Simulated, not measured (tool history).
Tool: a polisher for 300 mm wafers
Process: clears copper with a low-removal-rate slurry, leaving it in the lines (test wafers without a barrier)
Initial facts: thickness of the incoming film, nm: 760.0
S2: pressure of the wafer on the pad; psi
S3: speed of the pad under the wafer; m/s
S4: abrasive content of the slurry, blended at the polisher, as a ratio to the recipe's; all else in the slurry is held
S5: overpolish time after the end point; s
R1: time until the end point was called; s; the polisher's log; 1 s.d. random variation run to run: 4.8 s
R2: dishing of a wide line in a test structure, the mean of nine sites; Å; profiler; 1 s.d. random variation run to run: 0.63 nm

run 1 day=0.000 | flow_of_slurry_(ml/min)=125 S2=3.6 S3=1.34 S4=1.0 S5=10 | R1=144.56 R2=331.73
run 2 day=0.258 | flow_of_slurry_(ml/min)=125 S2=3.2 S3=1.32 S4=1.0 S5=11 | R1=164.40 R2=320.67
run 3 day=0.488 | flow_of_slurry_(ml/min)=125 S2=3.9 S3=1.32 S4=1.0 S5=11 | R1=136.59 R2=381.34
run 4 day=0.562 | flow_of_slurry_(ml/min)=125 S2=4.3 S3=1.32 S4=1.0 S5=11 | R1=119.40 R2=404.90
run 5 day=0.900 | flow_of_slurry_(ml/min)=125 S2=3.8 S3=1.30 S4=1.0 S5=11 | R1=141.57 R2=362.95
run 6 day=0.983 | flow_of_slurry_(ml/min)=125 S2=3.4 S3=1.28 S4=1.0 S5=11 | R1=161.52 R2=327.62
run 7 day=1.279 | flow_of_slurry_(ml/min)=125 S2=3.1 S3=1.26 S4=1.0 S5=11 | R1=174.39 R2=304.17

What does the tool deliver on the next run?
run 8 day=1.638 | flow_of_slurry_(ml/min)=125 S2=2.8 S3=1.24 S4=1.0 S5=11 | R1=? R2=?

Run 8 yielded R1 203.16 s, R2 271.18 Å.

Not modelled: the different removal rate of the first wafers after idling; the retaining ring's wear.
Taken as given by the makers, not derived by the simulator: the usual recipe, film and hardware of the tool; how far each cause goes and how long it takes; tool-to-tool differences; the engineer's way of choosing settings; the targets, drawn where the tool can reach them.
